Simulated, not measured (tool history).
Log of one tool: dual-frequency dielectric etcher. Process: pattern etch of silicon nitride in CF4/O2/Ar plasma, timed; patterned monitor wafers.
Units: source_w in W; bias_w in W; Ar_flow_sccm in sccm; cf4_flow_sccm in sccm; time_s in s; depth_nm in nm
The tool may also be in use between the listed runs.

run 1 hour=0.0 | source_w=380 bias_w=37 Ar_flow_sccm=98 cf4_flow_sccm=135 time_s=158 | depth_nm=213.11
run 2 hour=5.7 | source_w=320 bias_w=37 Ar_flow_sccm=98 cf4_flow_sccm=135 time_s=158 | depth_nm=185.77
run 3 hour=11.8 | source_w=340 bias_w=37 Ar_flow_sccm=98 cf4_flow_sccm=135 time_s=158 | depth_nm=195.84
run 4 hour=15.7 | source_w=340 bias_w=42 Ar_flow_sccm=98 cf4_flow_sccm=135 time_s=158 | depth_nm=206.62
run 5 hour=24.6 | source_w=400 bias_w=42 Ar_flow_sccm=98 cf4_flow_sccm=135 time_s=158 | depth_nm=235.65
run 6 hour=30.3 | source_w=400 bias_w=42 Ar_flow_sccm=90 cf4_flow_sccm=135 time_s=158 | depth_nm=239.71
run 7 hour=36.6 | source_w=410 bias_w=42 Ar_flow_sccm=90 cf4_flow_sccm=135 time_s=158 | depth_nm=247.49
run 8 hour=45.3 | source_w=430 bias_w=42 Ar_flow_sccm=90 cf4_flow_sccm=135 time_s=158 | depth_nm=255.28

The next listed run, before its measurement:
run 9 hour=50.7 | source_w=440 bias_w=42 Ar_flow_sccm=90 cf4_flow_sccm=135 time_s=158 | depth_nm=?

{"run 9": {"depth_nm": 260.04}}

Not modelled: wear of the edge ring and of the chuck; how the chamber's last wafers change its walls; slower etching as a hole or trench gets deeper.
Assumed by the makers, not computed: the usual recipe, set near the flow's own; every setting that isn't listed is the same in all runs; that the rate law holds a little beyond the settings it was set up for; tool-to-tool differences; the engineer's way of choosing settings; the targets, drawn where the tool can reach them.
